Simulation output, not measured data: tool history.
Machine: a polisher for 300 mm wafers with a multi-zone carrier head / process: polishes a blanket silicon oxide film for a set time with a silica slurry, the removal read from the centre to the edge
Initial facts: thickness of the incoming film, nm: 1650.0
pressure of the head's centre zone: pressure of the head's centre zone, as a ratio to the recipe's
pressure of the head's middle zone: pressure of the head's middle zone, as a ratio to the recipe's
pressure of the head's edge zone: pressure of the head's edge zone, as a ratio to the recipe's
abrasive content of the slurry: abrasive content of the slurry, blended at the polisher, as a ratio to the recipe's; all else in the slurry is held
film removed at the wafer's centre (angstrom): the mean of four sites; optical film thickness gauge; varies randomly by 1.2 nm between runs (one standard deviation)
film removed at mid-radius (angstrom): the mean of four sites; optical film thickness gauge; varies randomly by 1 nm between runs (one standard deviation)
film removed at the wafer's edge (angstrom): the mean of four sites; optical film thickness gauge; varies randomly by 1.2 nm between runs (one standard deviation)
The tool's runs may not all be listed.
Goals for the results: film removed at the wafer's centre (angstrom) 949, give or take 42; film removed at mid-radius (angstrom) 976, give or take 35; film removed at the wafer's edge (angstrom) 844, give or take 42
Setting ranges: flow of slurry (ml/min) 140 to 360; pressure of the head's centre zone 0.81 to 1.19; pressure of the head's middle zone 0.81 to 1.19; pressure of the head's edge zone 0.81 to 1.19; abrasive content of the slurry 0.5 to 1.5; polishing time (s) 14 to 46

| run | day | flow of slurry (ml/min) | pressure of the head's centre zone | pressure of the head's middle zone | pressure of the head's edge zone | abrasive content of the slurry | polishing time (s) | film removed at the wafer's centre (angstrom) | film removed at mid-radius (angstrom) | film removed at the wafer's edge (angstrom) |
|---|---|---|---|---|---|---|---|---|---|---|
| 1 | 0 | 230 | 1 | 1 | 1 | 1 | 30 | 763.21 | 774.97 | 736.69 |
| 2 | 0.333 | 230 | 1 | 1 | 1 | 1 | 37 | 954.17 | 941.51 | 920.18 |
| 3 | 0.642 | 230 | 1 | 1 | 1.03 | 1 | 37 | 937.11 | 954.53 | 922.02 |
| 4 | 0.825 | 255 | 1 | 1 | 1.03 | 1 | 37 | 978.03 | 946.35 | 954.22 |
| 5 | 1.017 | 255 | 1 | 0.96 | 1.03 | 1 | 37 | 936.25 | 933.56 | 977.4 |
| 6 | 1.329 | 255 | 1 | 0.88 | 1.03 | 1 | 37 | 970.51 | 856.43 | 961.61 |
| 7 | 1.55 | 310 | 1.09 | 0.98 | 0.93 | 0.85 | 37 | 1006.9 | 915.7 | 895.14 |
| 8 | 1.825 | 310 | 1.09 | 0.98 | 0.93 | 0.85 | 37 | 998.24 | 889.31 | 868.81 |
| 9 | 2.167 | 310 | 1.08 | 1 | 0.92 | 0.85 | 37 | 982.68 | 928.37 | 866.45 |

Which one of the following 5 next-run settings gets every result inside its allowed miss? There is exactly one.
| A | 2.508 | 325 | 1.07 | 0.89 | 0.98 | 0.9 | 36 | ? | ? | ? |
| B | 2.508 | 315 | 1.12 | 0.85 | 0.82 | 0.95 | 37 | ? | ? | ? |
| C | 2.508 | 300 | 1.04 | 1.07 | 0.88 | 0.95 | 35 | ? | ? | ? |
| D | 2.508 | 230 | 1.06 | 0.99 | 0.93 | 0.75 | 39 | ? | ? | ? |
| E | 2.508 | 315 | 1.1 | 0.94 | 0.96 | 0.95 | 35 | ? | ? | ? |

| move | film removed at the wafer's centre (angstrom) | film removed at mid-radius (angstrom) | film removed at the wafer's edge (angstrom) |
|---|---|---|---|
| A | 974.19 | 852.4 | 896.62 |
| B | 1063.4 | 856.01 | 862.99 |
| C | 930 | 977.48 | 836.88 |
| D | 942.54 | 913.26 | 864.32 |
| E | 988.45 | 880.1 | 876.09 |
A: moves away from the targets compared with the last run
B: moves away from the targets compared with the last run
C: in spec on every target
D: moves away from the targets compared with the last run
E: moves away from the targets compared with the last run
The right move is C.
